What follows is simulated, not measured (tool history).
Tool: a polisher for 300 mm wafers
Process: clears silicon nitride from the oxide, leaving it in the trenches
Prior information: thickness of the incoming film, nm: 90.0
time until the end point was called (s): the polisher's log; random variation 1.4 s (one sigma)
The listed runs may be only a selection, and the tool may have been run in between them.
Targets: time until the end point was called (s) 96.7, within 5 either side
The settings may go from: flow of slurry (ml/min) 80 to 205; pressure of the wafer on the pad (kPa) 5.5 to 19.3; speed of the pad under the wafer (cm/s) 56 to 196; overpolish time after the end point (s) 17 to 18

run  hour  flow of slurry (ml/min)  pressure of the wafer on the pad (kPa)  speed of the pad under the wafer (cm/s)  overpolish time after the end point (s)  time until the end point was called (s)
  1     0                      135                                    12.4                                      126                                       17                                   130.56
  2   4.5                      110                                    12.4                                      126                                       17                                   137.88
  3     8                      115                                    13.1                                      126                                       17                                   126.31
  4  13.3                      115                                    13.8                                      126                                       17                                   123.57
  5  16.1                      115                                      11                                      126                                       17                                   150.28
  6  18.2                       95                                      11                                      126                                       17                                   155.71
  7  21.1                       95                                    11.7                                      126                                       17                                   152.09
  8  25.5                      105                                    12.4                                      126                                       17                                   135.52
  9  30.5                      105                                    13.1                                      126                                       17                                   132.91
 10  38.4                      110                                    13.8                                      126                                       17                                   123.68
 11  39.5                      115                                    13.8                                      126                                       17                                   119.86
 12  42.4                      120                                    13.8                                      126                                       17                                   119.97
 13  44.3                      125                                    13.8                                      126                                       17                                   114.69
 14  52.2                      130                                    13.8                                      126                                       17                                   116.66
 15  56.4                      135                                    13.8                                      126                                       17                                   114.88

Which single option among these 5 for the next run brings every result within its allowed miss of target? Just one does.
  A  60.6                      150                                    11.7                                      112                                       18                                        ?
  B  60.6                      125                                    12.4                                      110                                       17                                        ?
  C  60.6                      145                                    13.1                                      132                                       17                                        ?
  D  60.6                      135                                    13.8                                      120                                       18                                        ?
  E  60.6                      135                                    15.2                                      142                                       17                                        ?

move  time until the end point was called (s)
   A                                   148.21
   B                                   147.19
   C                                   121.07
   D                                   123.99
   E                                   101.62
A: lands further from the targets than the last run did
B: lands further from the targets than the last run did
C: lands further from the targets than the last run did
D: lands further from the targets than the last run did
E: every result within its allowed miss
Move E is the one to make.
